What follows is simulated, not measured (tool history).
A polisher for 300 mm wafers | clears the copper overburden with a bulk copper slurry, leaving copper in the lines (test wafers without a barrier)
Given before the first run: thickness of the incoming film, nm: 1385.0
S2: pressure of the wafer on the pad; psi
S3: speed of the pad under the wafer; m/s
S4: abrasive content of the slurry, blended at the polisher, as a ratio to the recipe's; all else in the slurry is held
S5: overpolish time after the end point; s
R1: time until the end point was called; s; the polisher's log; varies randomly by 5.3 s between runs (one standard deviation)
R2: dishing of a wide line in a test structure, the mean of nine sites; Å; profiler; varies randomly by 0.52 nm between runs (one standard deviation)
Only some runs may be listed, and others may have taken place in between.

{"run": 1, "day": 0.0, "flow of slurry (ml/min)": 285, "S2": 2.7, "S3": 0.98, "S4": 1, "S5": 17, "R1": 176.38, "R2": 242.3}
{"run": 2, "day": 0.175, "flow of slurry (ml/min)": 285, "S2": 2.5, "S3": 0.96, "S4": 1, "S5": 16, "R1": 198.6, "R2": 243.34}
{"run": 3, "day": 0.438, "flow of slurry (ml/min)": 285, "S2": 2.3, "S3": 0.94, "S4": 1, "S5": 14, "R1": 215.96, "R2": 240.07}
{"run": 4, "day": 0.708, "flow of slurry (ml/min)": 285, "S2": 2.1, "S3": 0.92, "S4": 1, "S5": 13, "R1": 240.95, "R2": 228.69}
{"run": 5, "day": 0.8, "flow of slurry (ml/min)": 285, "S2": 2.1, "S3": 1.08, "S4": 1, "S5": 13, "R1": 210.37, "R2": 243.96}
{"run": 6, "day": 0.829, "flow of slurry (ml/min)": 285, "S2": 2.1, "S3": 1.08, "S4": 1.2, "S5": 13, "R1": 194.58, "R2": 225.17}
{"run": 7, "day": 1.058, "flow of slurry (ml/min)": 285, "S2": 2, "S3": 1.04, "S4": 1.15, "S5": 13, "R1": 212.91, "R2": 236.34}
{"run": 8, "day": 1.192, "flow of slurry (ml/min)": 285, "S2": 1.9, "S3": 1, "S4": 1.15, "S5": 12, "R1": 236.57, "R2": 221.11}
{"run": 9, "day": 1.233, "flow of slurry (ml/min)": 285, "S2": 1.8, "S3": 0.98, "S4": 1.15, "S5": 12, "R1": 251.53, "R2": 223.93}
{"run": 10, "day": 1.512, "flow of slurry (ml/min)": 285, "S2": 1.7, "S3": 0.96, "S4": 1.15, "S5": 12, "R1": 276.39, "R2": 228.26}
{"run": 11, "day": 1.75, "flow of slurry (ml/min)": 285, "S2": 1.6, "S3": 0.96, "S4": 1.15, "S5": 12, "R1": 289.97, "R2": 223.49}

Expected results for the next run?
{"run": 12, "day": 1.779, "flow of slurry (ml/min)": 285, "S2": 1.4, "S3": 0.94, "S4": 1.15, "S5": 12, "R1": "?", "R2": "?"}

R1: 337.79 s
R2: 195.43 Å

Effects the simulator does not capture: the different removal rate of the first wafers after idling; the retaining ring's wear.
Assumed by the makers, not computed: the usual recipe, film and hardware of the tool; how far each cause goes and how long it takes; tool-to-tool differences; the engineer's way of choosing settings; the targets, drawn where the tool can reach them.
